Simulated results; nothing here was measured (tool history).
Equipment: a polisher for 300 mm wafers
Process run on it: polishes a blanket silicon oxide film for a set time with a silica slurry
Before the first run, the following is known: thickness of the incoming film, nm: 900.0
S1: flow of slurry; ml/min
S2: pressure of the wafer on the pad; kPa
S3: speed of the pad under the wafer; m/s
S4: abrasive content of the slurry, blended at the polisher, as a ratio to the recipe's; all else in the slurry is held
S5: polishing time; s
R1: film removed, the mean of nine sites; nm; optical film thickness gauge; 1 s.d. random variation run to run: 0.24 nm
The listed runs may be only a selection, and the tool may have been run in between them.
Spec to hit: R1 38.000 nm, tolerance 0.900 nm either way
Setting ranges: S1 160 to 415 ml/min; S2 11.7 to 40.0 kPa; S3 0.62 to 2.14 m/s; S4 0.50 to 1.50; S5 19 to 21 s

run	day	S1	S2	S3	S4	S5	R1
1	0.000	265	25.5	1.38	1.00	21	53.821
2	0.096	265	25.5	1.38	1.00	21	53.692
3	0.288	260	23.4	1.38	1.00	21	49.651
4	0.554	260	23.4	1.72	1.00	21	59.211
5	0.808	255	21.4	1.72	1.00	21	53.491
6	1.179	255	26.2	1.72	1.00	21	65.703
7	1.554	250	23.4	1.72	1.00	21	58.486
8	1.754	245	21.4	1.72	1.00	21	53.539
9	1.892	225	14.5	1.70	1.00	21	36.304
10	2.096	235	14.5	1.70	1.00	21	36.243
11	2.150	240	14.5	1.70	1.00	21	36.403
12	2.433	245	14.5	1.70	1.00	21	36.381

Below are 4 possible settings for the next run. Only one of them brings all results inside the allowed miss of their targets. Which is it?
A	2.717	185	15.9	1.58	1.05	21	?
B	2.717	295	15.2	1.76	1.00	21	?
C	2.717	265	15.9	1.94	1.00	19	?
D	2.717	285	14.5	1.78	1.10	21	?

move	R1
A	38.013
B	39.732
C	40.203
D	40.460
A: each result inside its tolerance
B: the result that was furthest off in the last run now lies on the other side of its target
C: the result that was furthest off in the last run now lies on the other side of its target
D: the result that was furthest off in the last run now lies on the other side of its target
Correct choice: A, which meets every target
